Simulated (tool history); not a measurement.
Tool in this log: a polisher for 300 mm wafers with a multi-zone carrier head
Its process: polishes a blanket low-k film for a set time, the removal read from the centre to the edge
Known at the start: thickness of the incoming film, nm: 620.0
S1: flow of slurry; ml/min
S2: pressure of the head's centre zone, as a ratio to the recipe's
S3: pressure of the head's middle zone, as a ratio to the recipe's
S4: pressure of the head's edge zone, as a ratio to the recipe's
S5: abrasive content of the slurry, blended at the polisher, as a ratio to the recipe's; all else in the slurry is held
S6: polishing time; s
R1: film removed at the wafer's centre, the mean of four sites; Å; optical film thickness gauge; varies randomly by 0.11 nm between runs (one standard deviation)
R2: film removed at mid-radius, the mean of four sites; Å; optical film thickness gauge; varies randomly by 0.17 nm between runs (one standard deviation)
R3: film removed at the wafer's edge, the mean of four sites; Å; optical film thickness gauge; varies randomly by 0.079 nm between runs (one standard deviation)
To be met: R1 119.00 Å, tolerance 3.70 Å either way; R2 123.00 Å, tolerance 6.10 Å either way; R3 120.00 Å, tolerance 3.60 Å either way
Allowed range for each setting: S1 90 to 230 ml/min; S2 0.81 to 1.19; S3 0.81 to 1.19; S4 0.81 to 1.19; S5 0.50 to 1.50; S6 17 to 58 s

run    day   S1    S2    S3    S4    S5  S6      R1      R2      R3
  1  0.000  150  1.00  1.00  1.00  1.00  37  153.86  148.50  151.12
  2  0.208  145  0.99  1.00  0.98  0.95  37  144.22  147.49  144.09
  3  0.325  140  0.99  0.98  0.96  0.95  37  144.22  143.62  144.61
  4  0.383  140  1.06  0.98  0.96  0.95  37  156.64  143.57  143.93
  5  0.638  165  1.06  0.98  0.96  0.95  37  160.53  145.87  144.25
  6  1.000  165  1.06  0.98  0.96  1.15  37  176.93  164.69  163.01
  7  1.025  130  0.96  0.95  0.86  0.90  37  136.17  135.14  130.21
  8  1.342  130  0.95  0.95  0.86  0.90  37  131.71  135.10  130.04
  9  1.708  130  0.95  0.94  0.85  0.90  37  132.85  133.78  129.50
     2.038  -- worn pad replaced by a new one
 10  2.038  105  0.90  0.92  0.81  0.80  37  120.68  124.00  122.67
 11  2.067  105  0.90  0.93  0.81  0.75  37  115.99  119.60  117.87

Consider the 4 candidate settings below. Which is the only one whose results all fall within their allowed miss of target?
  A  2.096  130  0.96  0.99  0.94  0.65  39   ?   ?   ?
  B  2.096   90  0.97  0.86  0.85  0.85  33   ?   ?   ?
  C  2.096  100  0.87  0.98  0.81  0.95  32   ?   ?   ?
  D  2.096   95  0.94  0.88  0.87  0.80  34   ?   ?   ?

move      R1      R2      R3
   A  118.73  121.31  121.20
   B  116.98  106.13  116.33
   C  111.22  125.21  119.81
   D  113.09  107.80  116.72
A: meets every target
B: gets the furthest-off result to its target, but another result is out of tolerance
C: further off than the last run
D: further off than the last run
A is the move that brings every result within its allowed miss.
